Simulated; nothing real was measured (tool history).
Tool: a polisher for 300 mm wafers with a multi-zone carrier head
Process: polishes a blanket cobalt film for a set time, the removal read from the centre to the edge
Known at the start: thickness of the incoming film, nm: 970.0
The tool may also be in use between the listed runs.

run,hour,flow of slurry (ml/min),pressure of the head's centre zone,pressure of the head's middle zone,pressure of the head's edge zone,polishing time (s),film removed at the wafer's centre (angstrom),film removed at mid-radius (angstrom),film removed at the wafer's edge (angstrom)
1,0.0,230,1.00,1.00,1.00,73,3482.2,3486.1,3545.9
2,6.1,230,1.07,1.00,1.00,73,3756.4,3420.2,3531.0
3,12.0,230,1.07,1.00,1.00,81,4124.2,3858.7,3862.4
4,14.6,230,1.07,1.00,1.06,81,4139.7,3846.7,4021.7
5,20.1,230,1.04,1.00,1.06,81,4063.0,3855.0,3956.4
6,25.4,230,1.04,1.00,1.12,81,4009.9,3823.5,4134.2

The next listed run, before its measurement:
7,26.7,255,1.04,1.02,1.11,81,?,?,?

{"run 7": {"film removed at the wafer's centre (angstrom)": 4017.4, "film removed at mid-radius (angstrom)": 3948.0, "film removed at the wafer's edge (angstrom)": 4151.0}}
